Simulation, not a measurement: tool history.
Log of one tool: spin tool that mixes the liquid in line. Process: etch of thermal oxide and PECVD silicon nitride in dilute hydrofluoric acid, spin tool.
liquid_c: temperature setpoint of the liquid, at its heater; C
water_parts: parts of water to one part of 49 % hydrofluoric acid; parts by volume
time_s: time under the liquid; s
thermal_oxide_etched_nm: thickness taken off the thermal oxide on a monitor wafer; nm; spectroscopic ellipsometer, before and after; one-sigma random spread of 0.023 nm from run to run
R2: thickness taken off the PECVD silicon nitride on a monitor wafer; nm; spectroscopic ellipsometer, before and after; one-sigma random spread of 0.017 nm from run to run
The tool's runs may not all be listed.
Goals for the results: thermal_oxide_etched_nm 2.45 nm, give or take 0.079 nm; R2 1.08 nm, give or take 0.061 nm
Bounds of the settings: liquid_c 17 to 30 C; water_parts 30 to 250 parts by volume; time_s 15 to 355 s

run 1 day=0 | liquid_c=22 water_parts=140 time_s=180 | thermal_oxide_etched_nm=5.2342 R2=1.8166
run 2 day=0.317 | liquid_c=24 water_parts=140 time_s=180 | thermal_oxide_etched_nm=5.6217 R2=2.0662
run 3 day=0.567 | liquid_c=24 water_parts=150 time_s=180 | thermal_oxide_etched_nm=5.2547 R2=2.0055
run 4 day=0.596 | liquid_c=21 water_parts=150 time_s=180 | thermal_oxide_etched_nm=4.6166 R2=1.6258
run 5 day=0.854 | liquid_c=21 water_parts=160 time_s=180 | thermal_oxide_etched_nm=4.2859 R2=1.5414
run 6 day=0.879 | liquid_c=21 water_parts=205 time_s=180 | thermal_oxide_etched_nm=3.2317 R2=1.2286
run 7 day=1.046 | liquid_c=21 water_parts=210 time_s=180 | thermal_oxide_etched_nm=3.082 R2=1.1955
run 8 day=1.383 | liquid_c=21 water_parts=215 time_s=180 | thermal_oxide_etched_nm=3.0163 R2=1.1469
run 9 day=1.429 | liquid_c=21.5 water_parts=220 time_s=180 | thermal_oxide_etched_nm=2.9611 R2=1.1714
run 10 day=1.617 | liquid_c=21.5 water_parts=225 time_s=180 | thermal_oxide_etched_nm=2.9239 R2=1.1284
run 11 day=1.854 | liquid_c=21.5 water_parts=225 time_s=180 | thermal_oxide_etched_nm=2.9156 R2=1.1504
run 12 day=2.2 | liquid_c=21.5 water_parts=230 time_s=180 | thermal_oxide_etched_nm=2.8093 R2=1.1419
run 13 day=2.262 | liquid_c=22 water_parts=240 time_s=175 | thermal_oxide_etched_nm=2.6518 R2=1.0686

Of the 5 settings listed for the next run, only one would bring every result within its allowed miss of target. Which one?
run A day=2.325 | liquid_c=26.5 water_parts=250 time_s=155 | thermal_oxide_etched_nm=? R2=?
run B day=2.325 | liquid_c=30 water_parts=250 time_s=130 | thermal_oxide_etched_nm=? R2=?
run C day=2.325 | liquid_c=25.5 water_parts=250 time_s=165 | thermal_oxide_etched_nm=? R2=?
run D day=2.325 | liquid_c=29 water_parts=250 time_s=140 | thermal_oxide_etched_nm=? R2=?
run E day=2.325 | liquid_c=25 water_parts=245 time_s=150 | thermal_oxide_etched_nm=? R2=?

move=A thermal_oxide_etched_nm=2.6298 R2=1.2252
move=B thermal_oxide_etched_nm=2.4847 R2=1.2658
move=C thermal_oxide_etched_nm=2.7033 R2=1.2272
move=D thermal_oxide_etched_nm=2.5876 R2=1.2853
move=E thermal_oxide_etched_nm=2.4768 R2=1.1039
A: closes in on the targets versus the last run, not all within tolerance yet
B: brings the last run's worst result on target, with another outside its allowed miss
C: moves away from the targets compared with the last run
D: moves away from the targets compared with the last run
E: meets every target
The move that meets every target is E.
